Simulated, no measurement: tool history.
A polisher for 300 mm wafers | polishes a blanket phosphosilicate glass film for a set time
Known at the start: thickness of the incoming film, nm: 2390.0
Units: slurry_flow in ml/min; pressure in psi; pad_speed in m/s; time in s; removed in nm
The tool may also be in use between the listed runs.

| run | hour | slurry_flow | pressure | pad_speed | slurry_solids | time | removed |
|---|---|---|---|---|---|---|---|
| 1 | 0 | 190 | 2.5 | 1.28 | 1 | 18 | 140.6 |
| 2 | 4.5 | 210 | 2.5 | 1.28 | 1 | 18 | 142.79 |
| 3 | 8.4 | 210 | 2.5 | 1.28 | 1.15 | 18 | 151.91 |
| 4 | 12.7 | 210 | 2.5 | 1.4 | 1.15 | 18 | 155.86 |
| 5 | 20.9 | 210 | 2.8 | 1.42 | 1.15 | 18 | 181.24 |
| 6 | 24 | 210 | 2.8 | 1.42 | 1.15 | 16 | 158.18 |
| 7 | 29 | 210 | 3.1 | 1.44 | 1.15 | 16 | 176.15 |
| 8 | 30.1 | 210 | 3.4 | 1.46 | 1.15 | 16 | 194.63 |

The next listed run, before its measurement:
| 9 | 33.4 | 210 | 3.5 | 1.46 | 1.15 | 16 | ? |

removed: 197.54 nm
